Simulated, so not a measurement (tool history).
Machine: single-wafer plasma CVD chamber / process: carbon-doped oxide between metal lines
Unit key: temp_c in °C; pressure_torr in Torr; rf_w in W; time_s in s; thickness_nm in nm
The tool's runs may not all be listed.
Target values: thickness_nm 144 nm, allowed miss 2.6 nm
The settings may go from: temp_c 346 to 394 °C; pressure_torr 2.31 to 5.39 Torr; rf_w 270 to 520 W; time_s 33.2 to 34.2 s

run,hour,temp_c,pressure_torr,rf_w,time_s,thickness_nm
1,0,370,3.85,395,33.2,123.45
2,1.9,369,4,405,33.2,126.7
3,4.8,368,4.14,415,33.2,130.64
4,5.5,374,4.14,415,33.2,128.17
5,9.1,372,4.31,420,33.2,131.75
6,11.9,370,4.46,420,33.2,132.97
7,13.5,368,4.59,420,33.2,133.64
8,14.3,367,4.7,425,33.2,136.72
9,16.1,366,4.78,425,33.2,136.61
10,23,365,4.87,425,33.2,135.97
11,29.7,363,5.01,455,33.3,146.75

Consider the 4 candidate settings below. Which is the only one whose results all fall within their allowed miss of target?
A,36.4,368,4.94,475,33.6,?
B,36.4,358,4.9,445,33.2,?
C,36.4,359,4.89,450,33.7,?
D,36.4,371,4.51,485,33.8,?

move,thickness_nm
A,151.87
B,145.74
C,148.8
D,152.42
A: further off than the last run
B: each result inside its tolerance
C: further off than the last run
D: further off than the last run
Go with B: it meets all targets.

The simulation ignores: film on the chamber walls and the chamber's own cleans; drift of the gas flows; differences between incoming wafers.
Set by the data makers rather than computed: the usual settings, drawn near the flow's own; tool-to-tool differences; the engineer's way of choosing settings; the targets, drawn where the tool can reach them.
